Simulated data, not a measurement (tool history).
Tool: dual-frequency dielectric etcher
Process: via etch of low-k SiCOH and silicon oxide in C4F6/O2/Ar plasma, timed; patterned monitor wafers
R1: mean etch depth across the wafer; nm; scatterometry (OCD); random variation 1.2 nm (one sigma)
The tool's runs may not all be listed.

{"run": 1, "day": 0.0, "source power (kW)": 0.35, "bias power (kW)": 0.16, "etch time (s)": 73.5, "R1": 172.54}
{"run": 2, "day": 0.308, "source power (kW)": 0.41, "bias power (kW)": 0.16, "etch time (s)": 73.5, "R1": 181.77}
{"run": 3, "day": 0.392, "source power (kW)": 0.46, "bias power (kW)": 0.16, "etch time (s)": 73.5, "R1": 189.75}
{"run": 4, "day": 0.508, "source power (kW)": 0.4, "bias power (kW)": 0.16, "etch time (s)": 73.5, "R1": 181.1}
{"run": 5, "day": 0.862, "source power (kW)": 0.4, "bias power (kW)": 0.139, "etch time (s)": 73.5, "R1": 173.14}
{"run": 6, "day": 1.042, "source power (kW)": 0.4, "bias power (kW)": 0.167, "etch time (s)": 73.5, "R1": 181.39}
{"run": 7, "day": 1.4, "source power (kW)": 0.42, "bias power (kW)": 0.174, "etch time (s)": 74, "R1": 190.19}
{"run": 8, "day": 1.471, "source power (kW)": 0.43, "bias power (kW)": 0.178, "etch time (s)": 74, "R1": 191.86}
{"run": 9, "day": 1.788, "source power (kW)": 0.44, "bias power (kW)": 0.182, "etch time (s)": 74, "R1": 196.26}

Run 10 comes next. What will it give?
{"run": 10, "day": 1.962, "source power (kW)": 0.45, "bias power (kW)": 0.184, "etch time (s)": 74, "R1": "?"}

{"run 10": {"R1": 197.4}}
